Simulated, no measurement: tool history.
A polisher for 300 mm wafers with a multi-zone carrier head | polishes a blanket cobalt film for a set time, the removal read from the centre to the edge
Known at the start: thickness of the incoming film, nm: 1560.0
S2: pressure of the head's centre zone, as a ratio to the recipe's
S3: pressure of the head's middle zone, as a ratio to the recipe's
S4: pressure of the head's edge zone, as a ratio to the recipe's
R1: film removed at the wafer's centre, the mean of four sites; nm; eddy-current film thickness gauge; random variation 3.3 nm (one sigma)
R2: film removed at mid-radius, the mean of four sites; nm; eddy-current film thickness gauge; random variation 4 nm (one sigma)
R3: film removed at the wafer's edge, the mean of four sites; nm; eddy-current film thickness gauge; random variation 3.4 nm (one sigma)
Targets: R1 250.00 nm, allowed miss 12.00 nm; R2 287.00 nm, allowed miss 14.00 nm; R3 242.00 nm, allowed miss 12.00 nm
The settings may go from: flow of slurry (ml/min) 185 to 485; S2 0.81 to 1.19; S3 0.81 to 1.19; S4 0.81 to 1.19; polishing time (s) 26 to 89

Run 1, day 0.000: flow of slurry (ml/min) 310, S2 1.00, S3 1.00, S4 1.00, polishing time (s) 57. Result: R1 204.86 nm, R2 215.48 nm, R3 214.32 nm.
Run 2, day 0.042: flow of slurry (ml/min) 310, S2 1.00, S3 1.00, S4 1.06, polishing time (s) 57. Result: R1 202.91 nm, R2 218.83 nm, R3 223.31 nm.
Run 3, day 0.329: flow of slurry (ml/min) 380, S2 1.00, S3 1.00, S4 1.06, polishing time (s) 57. Result: R1 210.29 nm, R2 223.78 nm, R3 232.98 nm.
Run 4, day 0.379: flow of slurry (ml/min) 380, S2 1.00, S3 1.05, S4 1.06, polishing time (s) 57. Result: R1 207.00 nm, R2 237.20 nm, R3 230.36 nm.
Run 5, day 0.479: flow of slurry (ml/min) 380, S2 1.00, S3 1.05, S4 1.06, polishing time (s) 65. Result: R1 236.80 nm, R2 266.74 nm, R3 257.36 nm.
Run 6, day 0.712: flow of slurry (ml/min) 380, S2 0.94, S3 1.05, S4 1.06, polishing time (s) 65. Result: R1 226.81 nm, R2 266.00 nm, R3 263.24 nm.
Run 7, day 0.833: flow of slurry (ml/min) 380, S2 0.97, S3 1.07, S4 1.04, polishing time (s) 65. Result: R1 228.07 nm, R2 275.23 nm, R3 265.79 nm.
Run 8, day 0.867: flow of slurry (ml/min) 370, S2 1.03, S3 1.09, S4 1.02, polishing time (s) 64. Result: R1 236.19 nm, R2 269.20 nm, R3 253.51 nm.

4 next moves are on the table. One of them brings every result within its allowed miss. Which?
Run A, day 0.900: flow of slurry (ml/min) 355, S2 1.09, S3 0.90, S4 1.15, polishing time (s) 65. Result: R1 ?, R2 ?, R3 ?.
Run B, day 0.900: flow of slurry (ml/min) 220, S2 1.12, S3 1.18, S4 0.93, polishing time (s) 68. Result: R1 ?, R2 ?, R3 ?.
Run C, day 0.900: flow of slurry (ml/min) 380, S2 0.97, S3 1.13, S4 1.06, polishing time (s) 67. Result: R1 ?, R2 ?, R3 ?.
Run D, day 0.900: flow of slurry (ml/min) 405, S2 0.93, S3 1.06, S4 1.17, polishing time (s) 62. Result: R1 ?, R2 ?, R3 ?.

move      R1      R2      R3
   A  255.86  235.17  275.51
   B  257.07  292.44  247.72
   C  243.29  295.69  272.88
   D  219.28  260.35  266.83
A: further off than the last run
B: meets every target
C: brings the result that was furthest off to its target, and leaves another outside
D: further off than the last run
Answer: B
